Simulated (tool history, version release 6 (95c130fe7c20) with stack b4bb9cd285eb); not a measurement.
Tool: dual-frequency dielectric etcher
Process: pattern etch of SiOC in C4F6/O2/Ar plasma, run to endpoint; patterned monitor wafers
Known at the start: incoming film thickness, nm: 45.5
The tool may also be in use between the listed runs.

run  hour  bias power (W)  source power (W)  endpoint time (s)
  1   0.0             563               470             14.917
  2   3.1             563               390             16.707
  3   5.8             563               470             14.908
  4  11.0             563               530             13.852
  5  18.2             581               530             13.620
     26.0  -- bias power generator calibrated
  6  26.0             581               490             14.203
  7  29.8             598               490             14.136
  8  32.6             618               490             13.887

Forecast run 9:
  9  34.7             633               490                  ?

Run 9 gave endpoint time (s) 13.890.

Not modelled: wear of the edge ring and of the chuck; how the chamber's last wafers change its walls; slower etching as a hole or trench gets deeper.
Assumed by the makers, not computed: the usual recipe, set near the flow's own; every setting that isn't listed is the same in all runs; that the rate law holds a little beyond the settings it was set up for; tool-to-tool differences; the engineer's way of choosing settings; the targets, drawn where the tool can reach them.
